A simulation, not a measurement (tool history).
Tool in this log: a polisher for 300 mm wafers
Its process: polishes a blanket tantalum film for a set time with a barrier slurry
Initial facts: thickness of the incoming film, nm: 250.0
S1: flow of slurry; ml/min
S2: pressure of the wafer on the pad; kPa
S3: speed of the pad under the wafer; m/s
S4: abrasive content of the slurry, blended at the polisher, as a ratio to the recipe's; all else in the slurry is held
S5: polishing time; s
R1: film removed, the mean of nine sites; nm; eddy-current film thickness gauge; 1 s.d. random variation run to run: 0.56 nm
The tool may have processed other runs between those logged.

Run 1, hour 0: S1 190 ml/min, S2 11.7 kPa, S3 0.86 m/s, S4 1, S5 105 s. Result: R1 132.14 nm.
Run 2, hour 4.9: S1 190 ml/min, S2 10.3 kPa, S3 0.82 m/s, S4 1, S5 105 s. Result: R1 113.39 nm.
Run 3, hour 12.7: S1 215 ml/min, S2 10.3 kPa, S3 0.82 m/s, S4 1, S5 105 s. Result: R1 115.86 nm.
Run 4, hour 18.5: S1 210 ml/min, S2 9.7 kPa, S3 0.78 m/s, S4 1, S5 105 s. Result: R1 104.89 nm.
Run 5, hour 22: S1 205 ml/min, S2 9 kPa, S3 0.74 m/s, S4 1, S5 105 s. Result: R1 94.103 nm.
Run 6, hour 23.6: S1 205 ml/min, S2 9 kPa, S3 0.74 m/s, S4 1.15, S5 105 s. Result: R1 98.193 nm.
Run 7, hour 27.5: S1 200 ml/min, S2 8.3 kPa, S3 0.7 m/s, S4 1.15, S5 105 s. Result: R1 86.214 nm.
Run 8, hour 29.9: S1 175 ml/min, S2 5.5 kPa, S3 0.58 m/s, S4 1.15, S5 105 s. Result: R1 51.602 nm.
Run 9, hour 35.3: S1 185 ml/min, S2 5.5 kPa, S3 0.58 m/s, S4 1.15, S5 105 s. Result: R1 51.93 nm.

Expected results for the next run?
Run 10, hour 42.1: S1 185 ml/min, S2 5.5 kPa, S3 0.58 m/s, S4 1.15, S5 105 s. Result: R1 ?.

Logged for run 10: R1 51.461 nm.
